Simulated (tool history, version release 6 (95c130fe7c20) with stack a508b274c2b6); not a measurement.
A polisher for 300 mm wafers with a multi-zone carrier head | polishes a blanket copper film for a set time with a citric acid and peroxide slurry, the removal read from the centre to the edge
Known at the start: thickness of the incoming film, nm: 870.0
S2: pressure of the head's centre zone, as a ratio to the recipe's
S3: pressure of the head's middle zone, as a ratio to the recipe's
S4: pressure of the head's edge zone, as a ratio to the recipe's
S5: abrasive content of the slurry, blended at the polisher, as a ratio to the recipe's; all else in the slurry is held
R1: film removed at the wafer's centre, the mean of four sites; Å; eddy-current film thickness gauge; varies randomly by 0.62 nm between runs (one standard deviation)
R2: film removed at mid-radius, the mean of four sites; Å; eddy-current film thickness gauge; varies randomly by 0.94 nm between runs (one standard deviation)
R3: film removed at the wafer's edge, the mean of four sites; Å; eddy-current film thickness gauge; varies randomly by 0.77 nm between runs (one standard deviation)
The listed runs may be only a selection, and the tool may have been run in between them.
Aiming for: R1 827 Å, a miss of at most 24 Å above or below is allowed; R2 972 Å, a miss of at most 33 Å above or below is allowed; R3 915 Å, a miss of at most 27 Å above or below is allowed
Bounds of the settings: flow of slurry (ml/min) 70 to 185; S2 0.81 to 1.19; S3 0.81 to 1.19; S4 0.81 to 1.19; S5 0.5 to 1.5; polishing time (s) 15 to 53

run 1 hour=0 | flow_of_slurry_(ml/min)=120 S2=1 S3=1 S4=1 S5=1 polishing_time_(s)=34 | R1=756.87 R2=695.85 R3=684.04
run 2 hour=0.6 | flow_of_slurry_(ml/min)=125 S2=0.98 S3=1.02 S4=1.03 S5=1.1 polishing_time_(s)=34 | R1=782.46 R2=719.49 R3=723.29
run 3 hour=3.3 | flow_of_slurry_(ml/min)=130 S2=0.95 S3=1.05 S4=1.04 S5=1.15 polishing_time_(s)=35 | R1=802.18 R2=771.58 R3=764.28
run 4 hour=7.1 | flow_of_slurry_(ml/min)=130 S2=0.9 S3=1.05 S4=1.04 S5=1.15 polishing_time_(s)=35 | R1=759.34 R2=774.78 R3=749.5
run 5 hour=11.2 | flow_of_slurry_(ml/min)=130 S2=0.9 S3=1.05 S4=1.11 S5=1.15 polishing_time_(s)=35 | R1=746.2 R2=784.01 R3=774.18
run 6 hour=12.3 | flow_of_slurry_(ml/min)=130 S2=0.9 S3=1 S4=1.11 S5=1.15 polishing_time_(s)=35 | R1=745.14 R2=749.08 R3=768.55
run 7 hour=19.9 | flow_of_slurry_(ml/min)=135 S2=0.89 S3=1.03 S4=1.12 S5=1.2 polishing_time_(s)=35 | R1=752.43 R2=782.65 R3=803.79
run 8 hour=26.3 | flow_of_slurry_(ml/min)=140 S2=0.89 S3=1.06 S4=1.13 S5=1.2 polishing_time_(s)=35 | R1=767.02 R2=810.18 R3=787.26
run 9 hour=31.7 | flow_of_slurry_(ml/min)=140 S2=0.88 S3=1.07 S4=1.14 S5=1.25 polishing_time_(s)=35 | R1=757.1 R2=837.3 R3=816.87
run 10 hour=34 | flow_of_slurry_(ml/min)=170 S2=0.88 S3=1.13 S4=1.19 S5=1.35 polishing_time_(s)=35 | R1=808.47 R2=909.66 R3=860.96
run 11 hour=37.3 | flow_of_slurry_(ml/min)=170 S2=0.87 S3=1.13 S4=1.19 S5=1.35 polishing_time_(s)=35 | R1=796.59 R2=911.24 R3=869.22
run 12 hour=39.3 | flow_of_slurry_(ml/min)=175 S2=0.86 S3=1.14 S4=1.19 S5=1.45 polishing_time_(s)=35 | R1=813.34 R2=938.71 R3=891.82
run 13 hour=40.8 | flow_of_slurry_(ml/min)=175 S2=0.86 S3=1.14 S4=1.19 S5=1.45 polishing_time_(s)=35 | R1=814.48 R2=955.99 R3=891.35

4 next moves are on the table. One of them brings every result within its allowed miss. Which?
run A hour=42.3 | flow_of_slurry_(ml/min)=180 S2=0.86 S3=1.13 S4=1.16 S5=1.4 polishing_time_(s)=34 | R1=? R2=? R3=?
run B hour=42.3 | flow_of_slurry_(ml/min)=165 S2=0.81 S3=1.14 S4=1.19 S5=1.25 polishing_time_(s)=37 | R1=? R2=? R3=?
run C hour=42.3 | flow_of_slurry_(ml/min)=155 S2=0.82 S3=1.11 S4=1.19 S5=1.5 polishing_time_(s)=36 | R1=? R2=? R3=?
run D hour=42.3 | flow_of_slurry_(ml/min)=160 S2=0.84 S3=1.12 S4=1.16 S5=1.45 polishing_time_(s)=37 | R1=? R2=? R3=?

move=A R1=782.07 R2=894.72 R3=847.52
move=B R1=766.8 R2=940.3 R3=897.59
move=C R1=779.09 R2=923.9 R3=905.67
move=D R1=819.09 R2=954.7 R3=916.33
A: moves away from the targets compared with the last run
B: puts the biggest miss on target and leaves a different result outside tolerance
C: puts the biggest miss on target and leaves a different result outside tolerance
D: every result lands within tolerance
Correct choice: D, which meets every target

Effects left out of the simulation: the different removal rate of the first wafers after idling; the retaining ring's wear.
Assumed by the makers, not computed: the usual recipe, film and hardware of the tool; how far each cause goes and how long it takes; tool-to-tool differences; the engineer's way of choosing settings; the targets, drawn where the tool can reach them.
